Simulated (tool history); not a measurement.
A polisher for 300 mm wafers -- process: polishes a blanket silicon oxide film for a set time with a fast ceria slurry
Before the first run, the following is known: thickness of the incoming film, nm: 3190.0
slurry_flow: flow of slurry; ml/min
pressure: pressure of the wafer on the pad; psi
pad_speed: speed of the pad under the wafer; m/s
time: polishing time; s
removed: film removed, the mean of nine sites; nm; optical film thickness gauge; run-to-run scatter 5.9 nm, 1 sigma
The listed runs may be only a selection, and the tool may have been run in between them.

run  hour  slurry_flow  pressure  pad_speed  time  removed
  1     0          175       2.8       1.16    26   522.48
  2   5.5          180       3.1       1.16    26   572.26
  3   8.8          195       3.1       1.16    26   578.93
  4  14.6          195       3.1       1.32    26    640.4
  5  17.6          195       3.3       1.32    26   681.85
  6  19.9          180       3.3       1.32    26   675.06
  7  21.1          185       3.5       1.32    26   716.82
  8  28.9          190       3.6       1.32    26   740.63
  9  35.2          190       3.6       1.32    26   735.06
 10  38.7          190       3.7       1.32    26   756.39
 11  43.2          190       3.8       1.32    26   765.75
 12    45          190       3.9       1.32    26    792.4
 13  50.3          190         4       1.32    26   815.57

Estimate the outcome of run 14 from the log above:
 14  54.9          190       4.1       1.32    26        ?

Run 14 gave removed 829.65 nm.
